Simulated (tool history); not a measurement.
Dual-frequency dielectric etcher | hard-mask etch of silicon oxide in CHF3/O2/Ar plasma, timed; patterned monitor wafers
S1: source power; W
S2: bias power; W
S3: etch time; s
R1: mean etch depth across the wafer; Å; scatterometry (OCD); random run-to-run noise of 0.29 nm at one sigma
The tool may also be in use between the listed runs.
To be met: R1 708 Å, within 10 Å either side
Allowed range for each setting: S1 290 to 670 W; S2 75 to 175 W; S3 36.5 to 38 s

run  hour   S1   S2    S3      R1
  1     0  480  125  36.5  610.57
  2   8.3  480  144  36.5  645.94
  3  11.7  480  160  36.5  666.24
  4  16.1  490  160  36.5  670.15
  5  18.3  450  160  36.5  642.58
  6  25.9  450  160  36.5  643.49
  7  32.6  460  160  36.5  646.89
  8  40.7  470  160  36.5   653.3
  9  43.1  480  160  36.5  661.64
 10    51  490  160  36.5  675.23

Of the 4 settings listed for the next run, only one would bring every result within its allowed miss of target. Which one?
  A  58.9  490  156  37.5   ?
  B  58.9  490  168    38   ?
  C  58.9  500  168  36.5   ?
  D  58.9  470  153  37.5   ?

move      R1
   A  682.05
   B  708.22
   C  687.29
   D  663.32
A: an improvement on the last run, though not all results are within tolerance
B: hits every target within its allowed miss
C: an improvement on the last run, though not all results are within tolerance
D: moves away from the targets compared with the last run
B meets every target.

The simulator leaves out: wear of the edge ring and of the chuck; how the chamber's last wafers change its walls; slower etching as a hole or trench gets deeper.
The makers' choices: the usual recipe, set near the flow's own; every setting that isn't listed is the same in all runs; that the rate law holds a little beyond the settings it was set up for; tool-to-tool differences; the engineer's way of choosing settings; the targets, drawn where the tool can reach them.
